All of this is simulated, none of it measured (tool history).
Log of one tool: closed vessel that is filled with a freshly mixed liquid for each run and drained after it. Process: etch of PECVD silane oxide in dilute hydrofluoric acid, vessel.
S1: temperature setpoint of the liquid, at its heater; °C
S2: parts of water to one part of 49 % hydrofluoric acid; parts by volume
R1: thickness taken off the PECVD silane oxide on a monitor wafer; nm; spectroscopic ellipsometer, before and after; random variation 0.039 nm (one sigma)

{"run": 1, "hour": 0.0, "S1": 24.0, "S2": 240, "time in the liquid (s)": 50, "R1": 2.6686}
{"run": 2, "hour": 7.7, "S1": 24.0, "S2": 240, "time in the liquid (s)": 50, "R1": 2.6962}
{"run": 3, "hour": 13.9, "S1": 26.5, "S2": 220, "time in the liquid (s)": 50, "R1": 3.3669}
{"run": 4, "hour": 19.8, "S1": 28.5, "S2": 215, "time in the liquid (s)": 50, "R1": 3.6629}
{"run": 5, "hour": 24.3, "S1": 28.5, "S2": 290, "time in the liquid (s)": 50, "R1": 2.4866}
{"run": 6, "hour": 25.6, "S1": 29.5, "S2": 255, "time in the liquid (s)": 50, "R1": 3.0341}
{"run": 7, "hour": 30.1, "S1": 30.5, "S2": 230, "time in the liquid (s)": 50, "R1": 3.5785}
{"run": 8, "hour": 38.9, "S1": 31.0, "S2": 215, "time in the liquid (s)": 50, "R1": 4.0137}
{"run": 9, "hour": 47.2, "S1": 31.5, "S2": 205, "time in the liquid (s)": 50, "R1": 4.3421}

Forecast run 10:
{"run": 10, "hour": 48.9, "S1": 31.5, "S2": 200, "time in the liquid (s)": 50, "R1": "?"}

R1: 4.3776 nm
